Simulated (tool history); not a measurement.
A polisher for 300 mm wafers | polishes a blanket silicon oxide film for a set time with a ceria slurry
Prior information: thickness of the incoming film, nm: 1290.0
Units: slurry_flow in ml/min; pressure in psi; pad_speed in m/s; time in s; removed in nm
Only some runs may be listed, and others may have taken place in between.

| run | hour | slurry_flow | pressure | pad_speed | time | removed |
|---|---|---|---|---|---|---|
| 1 | 0 | 205 | 3.8 | 1.4 | 26 | 205.57 |
| 2 | 2.6 | 205 | 3.5 | 1.38 | 26 | 189.29 |
| 3 | 5.8 | 240 | 3.5 | 1.38 | 26 | 190.89 |
| 4 | 8.5 | 240 | 3.5 | 1.38 | 23 | 169.29 |
| 5 | 16.8 | 240 | 3.3 | 1.38 | 23 | 158.14 |
| 6 | 22.7 | 270 | 3.3 | 1.38 | 23 | 164.29 |
| 7 | 30.3 | 270 | 3.1 | 1.38 | 23 | 150.7 |
| 8 | 38.6 | 270 | 3 | 1.38 | 23 | 149.14 |
| 9 | 42.8 | 270 | 2.8 | 1.38 | 23 | 138.13 |
| 10 | 46 | 270 | 2.7 | 1.38 | 23 | 135.77 |

Forecast run 11:
| 11 | 53.5 | 270 | 2.6 | 1.38 | 23 | ? |

{"run 11": {"removed": 130.41}}
